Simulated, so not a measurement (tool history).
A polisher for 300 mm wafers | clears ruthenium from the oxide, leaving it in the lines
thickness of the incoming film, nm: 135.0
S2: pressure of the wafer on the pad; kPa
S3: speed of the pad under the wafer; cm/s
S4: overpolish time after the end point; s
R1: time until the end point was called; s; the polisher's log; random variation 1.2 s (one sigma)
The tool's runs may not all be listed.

run 1 hour=0 | flow_of_slurry_(ml/min)=205 S2=10.3 S3=114 S4=27 | R1=136.13
run 2 hour=5 | flow_of_slurry_(ml/min)=205 S2=8.3 S3=114 S4=27 | R1=168.82
run 3 hour=12.8 | flow_of_slurry_(ml/min)=205 S2=10.3 S3=118 S4=27 | R1=132.06
run 4 hour=19.4 | flow_of_slurry_(ml/min)=205 S2=10.3 S3=94 S4=27 | R1=160.75
run 5 hour=20 | flow_of_slurry_(ml/min)=205 S2=12.4 S3=94 S4=27 | R1=137.42
run 6 hour=25.3 | flow_of_slurry_(ml/min)=210 S2=13.1 S3=106 S4=27 | R1=112.57
run 7 hour=33.6 | flow_of_slurry_(ml/min)=210 S2=13.8 S3=112 S4=27 | R1=99.958

Forecast run 8:
run 8 hour=42.2 | flow_of_slurry_(ml/min)=210 S2=14.5 S3=116 S4=27 | R1=?

{"run 8": {"R1": 95.083}}

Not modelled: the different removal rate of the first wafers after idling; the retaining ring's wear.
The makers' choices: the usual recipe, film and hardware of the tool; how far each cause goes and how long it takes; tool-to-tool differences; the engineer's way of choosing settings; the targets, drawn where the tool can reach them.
